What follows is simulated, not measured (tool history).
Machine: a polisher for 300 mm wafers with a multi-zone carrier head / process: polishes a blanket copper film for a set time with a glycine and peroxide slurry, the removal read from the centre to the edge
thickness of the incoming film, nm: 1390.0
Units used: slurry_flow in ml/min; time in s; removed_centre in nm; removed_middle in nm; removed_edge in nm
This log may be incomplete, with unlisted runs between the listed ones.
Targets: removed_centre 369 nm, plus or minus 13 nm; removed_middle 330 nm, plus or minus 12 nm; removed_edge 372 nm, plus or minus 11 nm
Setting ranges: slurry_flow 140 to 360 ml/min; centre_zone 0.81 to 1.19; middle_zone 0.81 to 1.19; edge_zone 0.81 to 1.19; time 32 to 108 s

| run | hour | slurry_flow | centre_zone | middle_zone | edge_zone | time | removed_centre | removed_middle | removed_edge |
|---|---|---|---|---|---|---|---|---|---|
| 1 | 0 | 230 | 1 | 1 | 1 | 70 | 258.87 | 261.12 | 263.65 |
| 2 | 6.4 | 265 | 1 | 1 | 1 | 70 | 266.3 | 264.46 | 264.16 |
| 3 | 14.6 | 255 | 1.01 | 0.99 | 1.02 | 73 | 275.63 | 274.29 | 276.49 |
| 4 | 21.5 | 255 | 1.05 | 0.99 | 1.02 | 73 | 291.56 | 271.04 | 275.41 |
| 5 | 29 | 255 | 1.08 | 0.99 | 1.02 | 73 | 294.89 | 274.81 | 279.44 |
| 6 | 30.4 | 245 | 1.08 | 0.98 | 1.04 | 76 | 307.77 | 278.85 | 290.01 |
| 7 | 34.8 | 240 | 1.08 | 0.98 | 1.05 | 79 | 322.73 | 289.72 | 300.89 |
|  | 35.3 | edge zone pressure recalibrated |
| 8 | 35.3 | 240 | 1.07 | 0.97 | 1.07 | 81 | 320.87 | 297.31 | 316.93 |
| 9 | 40.8 | 295 | 1.15 | 0.98 | 1.17 | 86 | 373.03 | 326.54 | 353.83 |
| 10 | 43.2 | 295 | 1.14 | 0.98 | 1.17 | 86 | 375.9 | 320.26 | 354.44 |
| 11 | 45.3 | 295 | 1.13 | 0.98 | 1.17 | 86 | 372.63 | 319.97 | 355.68 |

Next run, 4 choices. One meets every target within its allowed miss, the rest don't. Which?
| A | 47.4 | 305 | 1.09 | 1.07 | 1.13 | 86 | ? | ? | ? |
| B | 47.4 | 305 | 1.1 | 0.89 | 1.19 | 85 | ? | ? | ? |
| C | 47.4 | 250 | 1.09 | 0.98 | 1.19 | 90 | ? | ? | ? |
| D | 47.4 | 330 | 1.07 | 0.83 | 1.19 | 91 | ? | ? | ? |

| move | removed_centre | removed_middle | removed_edge |
|---|---|---|---|
| A | 363.67 | 340.61 | 351.02 |
| B | 362.36 | 293.42 | 354.56 |
| C | 371.29 | 326.38 | 368.82 |
| D | 380.26 | 300.99 | 382.04 |
A: misses by more than the last run did
B: misses by more than the last run did
C: hits every target within its allowed miss
D: meets the target for the result that was furthest off, but another lies outside its allowed miss
Answer: C

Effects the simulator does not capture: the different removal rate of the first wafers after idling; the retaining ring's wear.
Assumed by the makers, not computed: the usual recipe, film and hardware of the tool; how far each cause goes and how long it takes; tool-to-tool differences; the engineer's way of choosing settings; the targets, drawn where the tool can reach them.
